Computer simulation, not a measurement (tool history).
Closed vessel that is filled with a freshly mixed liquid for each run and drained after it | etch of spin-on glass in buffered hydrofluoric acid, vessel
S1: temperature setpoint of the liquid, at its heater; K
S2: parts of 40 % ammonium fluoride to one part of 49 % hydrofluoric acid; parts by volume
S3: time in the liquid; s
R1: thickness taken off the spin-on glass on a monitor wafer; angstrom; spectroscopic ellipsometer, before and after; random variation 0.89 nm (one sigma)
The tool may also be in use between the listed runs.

| run | hour | S1 | S2 | S3 | R1 |
|---|---|---|---|---|---|
| 1 | 0 | 295.15 | 8.5 | 35 | 1285 |
| 2 | 4.2 | 295.15 | 8.5 | 30 | 1098.9 |
| 3 | 10.5 | 295.15 | 10 | 30 | 967.16 |
| 4 | 14.4 | 295.15 | 10 | 30 | 975.85 |
| 5 | 22.7 | 297.65 | 9.5 | 30 | 1156.9 |
| 6 | 30.6 | 299.15 | 9 | 30 | 1302.3 |

Forecast run 7:
| 7 | 38.8 | 300.65 | 9 | 30 | ? |

R1: 1407.5 angstrom
